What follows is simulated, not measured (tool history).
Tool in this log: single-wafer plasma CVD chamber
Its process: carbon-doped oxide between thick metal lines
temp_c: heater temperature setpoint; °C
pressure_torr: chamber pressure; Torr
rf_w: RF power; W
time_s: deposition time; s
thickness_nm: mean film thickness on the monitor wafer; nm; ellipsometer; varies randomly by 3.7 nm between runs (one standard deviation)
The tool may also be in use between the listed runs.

run	hour	temp_c	pressure_torr	rf_w	time_s	thickness_nm
1	0.0	365	6.73	570	135	661.65
2	6.2	365	5.56	570	135	647.36
3	9.3	372	5.56	570	135	639.53
4	10.4	370	5.90	610	135	664.60
5	13.2	370	4.97	610	135	654.95
6	14.5	368	5.37	645	135	686.70

Run 7 has not been measured yet. What should we expect?
7	18.6	366	5.64	660	135	?

{"run 7": {"thickness_nm": 695.81}}
